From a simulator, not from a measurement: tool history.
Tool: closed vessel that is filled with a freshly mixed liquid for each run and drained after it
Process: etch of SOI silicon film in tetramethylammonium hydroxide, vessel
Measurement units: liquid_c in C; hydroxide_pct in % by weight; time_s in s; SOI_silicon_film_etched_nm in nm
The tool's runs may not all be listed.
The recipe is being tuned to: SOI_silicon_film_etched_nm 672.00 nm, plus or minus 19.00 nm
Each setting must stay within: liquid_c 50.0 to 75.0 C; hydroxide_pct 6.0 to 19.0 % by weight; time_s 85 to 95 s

{"run": 1, "hour": 0.0, "liquid_c": 62.0, "hydroxide_pct": 12.5, "time_s": 85, "SOI_silicon_film_etched_nm": 359.74}
{"run": 2, "hour": 3.4, "liquid_c": 62.0, "hydroxide_pct": 12.5, "time_s": 95, "SOI_silicon_film_etched_nm": 401.78}
{"run": 3, "hour": 6.6, "liquid_c": 64.5, "hydroxide_pct": 12.5, "time_s": 95, "SOI_silicon_film_etched_nm": 466.24}
{"run": 4, "hour": 14.3, "liquid_c": 66.5, "hydroxide_pct": 12.5, "time_s": 95, "SOI_silicon_film_etched_nm": 528.72}
{"run": 5, "hour": 20.3, "liquid_c": 68.0, "hydroxide_pct": 12.5, "time_s": 95, "SOI_silicon_film_etched_nm": 571.13}
{"run": 6, "hour": 25.8, "liquid_c": 69.0, "hydroxide_pct": 12.5, "time_s": 95, "SOI_silicon_film_etched_nm": 609.75}
{"run": 7, "hour": 33.5, "liquid_c": 69.5, "hydroxide_pct": 12.5, "time_s": 95, "SOI_silicon_film_etched_nm": 634.63}
{"run": 8, "hour": 42.3, "liquid_c": 70.0, "hydroxide_pct": 12.5, "time_s": 95, "SOI_silicon_film_etched_nm": 647.15}

4 next moves are on the table. One of them brings every result within its allowed miss. Which?
{"run": "A", "hour": 51.1, "liquid_c": 73.5, "hydroxide_pct": 14.0, "time_s": 85, "SOI_silicon_film_etched_nm": "?"}
{"run": "B", "hour": 51.1, "liquid_c": 69.5, "hydroxide_pct": 12.5, "time_s": 95, "SOI_silicon_film_etched_nm": "?"}
{"run": "C", "hour": 51.1, "liquid_c": 70.0, "hydroxide_pct": 14.5, "time_s": 95, "SOI_silicon_film_etched_nm": "?"}
{"run": "D", "hour": 51.1, "liquid_c": 71.5, "hydroxide_pct": 14.5, "time_s": 90, "SOI_silicon_film_etched_nm": "?"}

move=A SOI_silicon_film_etched_nm=674.80
move=B SOI_silicon_film_etched_nm=630.09
move=C SOI_silicon_film_etched_nm=604.22
move=D SOI_silicon_film_etched_nm=624.87
A: every result within its allowed miss
B: moves away from the targets compared with the last run
C: moves away from the targets compared with the last run
D: moves away from the targets compared with the last run
Go with A: it meets all targets.
